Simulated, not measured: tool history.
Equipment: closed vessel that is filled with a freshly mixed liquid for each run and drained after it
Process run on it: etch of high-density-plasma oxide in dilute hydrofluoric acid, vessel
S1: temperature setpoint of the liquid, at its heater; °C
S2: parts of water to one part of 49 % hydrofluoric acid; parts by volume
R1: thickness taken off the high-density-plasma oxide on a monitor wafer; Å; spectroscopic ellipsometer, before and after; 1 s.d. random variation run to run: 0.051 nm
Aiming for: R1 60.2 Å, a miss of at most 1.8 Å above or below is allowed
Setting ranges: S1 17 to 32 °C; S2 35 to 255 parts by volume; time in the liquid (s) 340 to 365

run 1 hour=0 | S1=24 S2=145 time_in_the_liquid_(s)=340 | R1=111.38
run 2 hour=6.2 | S1=24 S2=145 time_in_the_liquid_(s)=340 | R1=111.64
run 3 hour=9.4 | S1=22 S2=160 time_in_the_liquid_(s)=340 | R1=91.34
run 4 hour=13.7 | S1=20.5 S2=170 time_in_the_liquid_(s)=340 | R1=79.965
run 5 hour=14.8 | S1=20.5 S2=205 time_in_the_liquid_(s)=340 | R1=63.909
run 6 hour=15.9 | S1=20.5 S2=160 time_in_the_liquid_(s)=340 | R1=87.324
run 7 hour=20.1 | S1=19.5 S2=170 time_in_the_liquid_(s)=340 | R1=76.91
run 8 hour=22.5 | S1=19 S2=175 time_in_the_liquid_(s)=340 | R1=73.358
run 9 hour=25.2 | S1=18.5 S2=180 time_in_the_liquid_(s)=340 | R1=69.203
run 10 hour=31.5 | S1=18 S2=185 time_in_the_liquid_(s)=340 | R1=66.398
run 11 hour=38.4 | S1=17.5 S2=190 time_in_the_liquid_(s)=340 | R1=62.403

Of the 4 settings listed for the next run, only one would bring every result within its allowed miss of target. Which one?
run A hour=45.3 | S1=17 S2=185 time_in_the_liquid_(s)=340 | R1=?
run B hour=45.3 | S1=17 S2=185 time_in_the_liquid_(s)=345 | R1=?
run C hour=45.3 | S1=17.5 S2=200 time_in_the_liquid_(s)=345 | R1=?
run D hour=45.3 | S1=20 S2=200 time_in_the_liquid_(s)=340 | R1=?

move=A R1=64.33
move=B R1=65.276
move=C R1=60.807
move=D R1=66.218
A: lands further from the targets than the last run did
B: lands further from the targets than the last run did
C: in spec on every target
D: lands further from the targets than the last run did
Go with C: it meets all targets.
